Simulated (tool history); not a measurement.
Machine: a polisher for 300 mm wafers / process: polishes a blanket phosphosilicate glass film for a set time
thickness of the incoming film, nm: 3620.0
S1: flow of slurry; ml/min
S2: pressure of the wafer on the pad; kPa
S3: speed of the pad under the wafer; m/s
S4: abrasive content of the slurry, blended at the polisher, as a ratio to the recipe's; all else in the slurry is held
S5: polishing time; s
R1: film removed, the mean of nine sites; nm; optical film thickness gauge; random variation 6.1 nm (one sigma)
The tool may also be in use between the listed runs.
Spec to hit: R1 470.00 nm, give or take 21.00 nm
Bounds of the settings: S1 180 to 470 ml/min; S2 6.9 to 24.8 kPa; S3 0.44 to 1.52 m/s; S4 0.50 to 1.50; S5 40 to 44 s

{"run": 1, "day": 0.0, "S1": 300, "S2": 15.9, "S3": 0.98, "S4": 1.0, "S5": 44, "R1": 232.63}
{"run": 2, "day": 0.067, "S1": 300, "S2": 18.6, "S3": 1.04, "S4": 1.0, "S5": 44, "R1": 286.78}
{"run": 3, "day": 0.196, "S1": 300, "S2": 20.7, "S3": 1.08, "S4": 1.0, "S5": 44, "R1": 327.79}
{"run": 4, "day": 0.517, "S1": 300, "S2": 22.1, "S3": 1.08, "S4": 1.0, "S5": 44, "R1": 338.18}
{"run": 5, "day": 0.696, "S1": 300, "S2": 22.1, "S3": 1.08, "S4": 0.9, "S5": 44, "R1": 345.09}
{"run": 6, "day": 0.854, "S1": 300, "S2": 22.8, "S3": 1.14, "S4": 0.9, "S5": 44, "R1": 366.4}
{"run": 7, "day": 0.975, "S1": 300, "S2": 23.4, "S3": 1.2, "S4": 0.9, "S5": 44, "R1": 374.63}
{"run": 8, "day": 1.029, "S1": 305, "S2": 24.1, "S3": 1.3, "S4": 0.95, "S5": 44, "R1": 411.47}
{"run": 9, "day": 1.288, "S1": 310, "S2": 24.1, "S3": 1.36, "S4": 1.0, "S5": 44, "R1": 437.85}
{"run": 10, "day": 1.529, "S1": 310, "S2": 24.1, "S3": 1.38, "S4": 1.0, "S5": 44, "R1": 434.2}
{"run": 11, "day": 1.862, "S1": 310, "S2": 24.1, "S3": 1.4, "S4": 1.0, "S5": 44, "R1": 430.61}

Below are 5 possible settings for the next run. Only one of them brings all results inside the allowed miss of their targets. Which is it?
{"run": "A", "day": 2.196, "S1": 335, "S2": 21.4, "S3": 1.28, "S4": 1.1, "S5": 43, "R1": "?"}
{"run": "B", "day": 2.196, "S1": 305, "S2": 24.1, "S3": 1.38, "S4": 1.05, "S5": 41, "R1": "?"}
{"run": "C", "day": 2.196, "S1": 280, "S2": 23.4, "S3": 1.4, "S4": 1.15, "S5": 43, "R1": "?"}
{"run": "D", "day": 2.196, "S1": 395, "S2": 24.8, "S3": 1.52, "S4": 1.05, "S5": 42, "R1": "?"}
{"run": "E", "day": 2.196, "S1": 275, "S2": 23.4, "S3": 1.5, "S4": 1.1, "S5": 40, "R1": "?"}

move=A R1=378.36
move=B R1=416.23
move=C R1=435.08
move=D R1=475.41
move=E R1=416.42
A: moves away from the targets compared with the last run
B: moves away from the targets compared with the last run
C: an improvement on the last run, though not all results are within tolerance
D: each result inside its tolerance
E: moves away from the targets compared with the last run
The right move is D.
